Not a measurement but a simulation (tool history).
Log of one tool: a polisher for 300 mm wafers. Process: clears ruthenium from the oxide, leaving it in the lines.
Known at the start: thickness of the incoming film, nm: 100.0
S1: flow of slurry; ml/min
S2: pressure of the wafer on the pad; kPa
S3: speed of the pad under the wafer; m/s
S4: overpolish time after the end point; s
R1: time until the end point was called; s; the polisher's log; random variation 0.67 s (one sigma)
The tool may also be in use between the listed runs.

| run | hour | S1 | S2 | S3 | S4 | R1 |
|---|---|---|---|---|---|---|
| 1 | 0 | 310 | 11 | 1.28 | 44 | 68.631 |
| 2 | 5.6 | 310 | 8.3 | 1.28 | 44 | 90.617 |
| 3 | 9.4 | 310 | 10.3 | 1.3 | 44 | 73.022 |
| 4 | 11.9 | 310 | 10.3 | 1.3 | 47 | 70.073 |
| 5 | 13.4 | 310 | 11.7 | 1.3 | 47 | 63.823 |
| 6 | 19.8 | 380 | 11.7 | 1.3 | 47 | 63.447 |
| 7 | 20.6 | 380 | 12.4 | 1.3 | 47 | 58.436 |
| 8 | 24.2 | 380 | 13.1 | 1.3 | 47 | 58.656 |

Run 9 comes next. What will it give?
| 9 | 25.2 | 380 | 13.8 | 1.32 | 47 | ? |

R1: 54.821 s
